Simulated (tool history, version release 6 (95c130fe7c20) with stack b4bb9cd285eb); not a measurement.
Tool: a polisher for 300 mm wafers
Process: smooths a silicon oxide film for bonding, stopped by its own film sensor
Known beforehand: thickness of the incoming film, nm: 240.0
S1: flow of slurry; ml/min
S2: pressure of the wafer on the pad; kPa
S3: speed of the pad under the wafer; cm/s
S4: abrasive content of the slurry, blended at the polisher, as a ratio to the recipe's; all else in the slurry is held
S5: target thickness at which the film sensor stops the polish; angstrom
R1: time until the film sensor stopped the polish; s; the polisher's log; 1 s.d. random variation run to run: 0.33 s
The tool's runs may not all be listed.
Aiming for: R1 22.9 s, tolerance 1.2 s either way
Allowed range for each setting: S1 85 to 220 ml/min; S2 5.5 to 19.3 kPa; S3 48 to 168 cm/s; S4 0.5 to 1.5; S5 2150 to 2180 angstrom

run,hour,S1,S2,S3,S4,S5,R1
1,0,140,12.4,108,1,2150,37.16
2,2.2,140,12.4,108,1,2150,37.069
3,9,170,12.4,108,1,2150,37.235
4,15.7,170,12.4,108,0.8,2150,41.207
5,22.5,170,13.1,110,0.8,2150,38.185
6,24.8,140,13.1,110,0.8,2150,40.03
7,28.9,140,13.8,112,0.8,2150,37.05
8,34.3,145,17.2,118,0.8,2150,29.858
9,40.1,145,17.2,120,0.8,2150,29.032
10,45.5,145,17.2,122,0.8,2150,27.784
11,48.7,145,18.6,126,0.8,2150,25.149

Of the 5 settings listed for the next run, only one would bring every result within its allowed miss of target. Which one?
A,51.9,140,17.9,134,0.8,2170,?
B,51.9,125,18.6,128,0.75,2160,?
C,51.9,145,17.2,142,0.95,2180,?
D,51.9,125,19.3,150,0.75,2180,?
E,51.9,150,19.3,136,0.75,2180,?

move,R1
A,23.445
B,25.901
C,20.255
D,20.281
E,21.099
A: hits every target within its allowed miss
B: the biggest miss grows against the last run
C: the result that was furthest off in the last run now lies on the other side of its target
D: the result that was furthest off in the last run now lies on the other side of its target
E: the result that was furthest off in the last run now lies on the other side of its target
Answer: A
